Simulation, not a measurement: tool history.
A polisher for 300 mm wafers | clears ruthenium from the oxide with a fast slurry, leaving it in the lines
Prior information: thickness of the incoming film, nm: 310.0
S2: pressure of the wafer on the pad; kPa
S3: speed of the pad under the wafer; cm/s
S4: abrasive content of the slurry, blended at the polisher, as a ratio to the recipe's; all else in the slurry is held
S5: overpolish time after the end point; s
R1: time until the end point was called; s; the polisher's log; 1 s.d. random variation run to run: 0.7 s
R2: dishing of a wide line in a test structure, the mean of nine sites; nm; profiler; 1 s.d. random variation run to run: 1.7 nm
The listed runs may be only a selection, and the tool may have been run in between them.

run 1 hour=0 | flow_of_slurry_(ml/min)=155 S2=17.9 S3=92 S4=1 S5=25 | R1=87.166 R2=54.309
run 2 hour=9 | flow_of_slurry_(ml/min)=125 S2=17.9 S3=92 S4=1 S5=25 | R1=91.493 R2=52.247
run 3 hour=14.6 | flow_of_slurry_(ml/min)=125 S2=17.9 S3=106 S4=1 S5=25 | R1=80.604 R2=58.93
run 4 hour=17.1 | flow_of_slurry_(ml/min)=135 S2=19.3 S3=106 S4=1 S5=25 | R1=71.623 R2=61.915
run 5 hour=19.8 | flow_of_slurry_(ml/min)=135 S2=21.4 S3=106 S4=1 S5=25 | R1=65.992 R2=63.463
run 6 hour=22.1 | flow_of_slurry_(ml/min)=100 S2=21.4 S3=106 S4=1 S5=25 | R1=72.119 R2=60.68
run 7 hour=25.4 | flow_of_slurry_(ml/min)=115 S2=22.1 S3=106 S4=1 S5=25 | R1=64.769 R2=63.207
run 8 hour=26.2 | flow_of_slurry_(ml/min)=125 S2=22.1 S3=106 S4=1 S5=25 | R1=65.301 R2=63.032
run 9 hour=29.1 | flow_of_slurry_(ml/min)=135 S2=22.8 S3=106 S4=1 S5=25 | R1=61.527 R2=67.34
run 10 hour=31.3 | flow_of_slurry_(ml/min)=140 S2=22.8 S3=106 S4=1 S5=25 | R1=62.262 R2=68.383
run 11 hour=32.9 | flow_of_slurry_(ml/min)=145 S2=23.4 S3=106 S4=1 S5=25 | R1=58.993 R2=66.695

Run 12 has not been measured yet. What should we expect?
run 12 hour=34.2 | flow_of_slurry_(ml/min)=150 S2=23.4 S3=106 S4=1 S5=25 | R1=? R2=?

Run 12 came out at R1 59.556 s, R2 73.087 nm.

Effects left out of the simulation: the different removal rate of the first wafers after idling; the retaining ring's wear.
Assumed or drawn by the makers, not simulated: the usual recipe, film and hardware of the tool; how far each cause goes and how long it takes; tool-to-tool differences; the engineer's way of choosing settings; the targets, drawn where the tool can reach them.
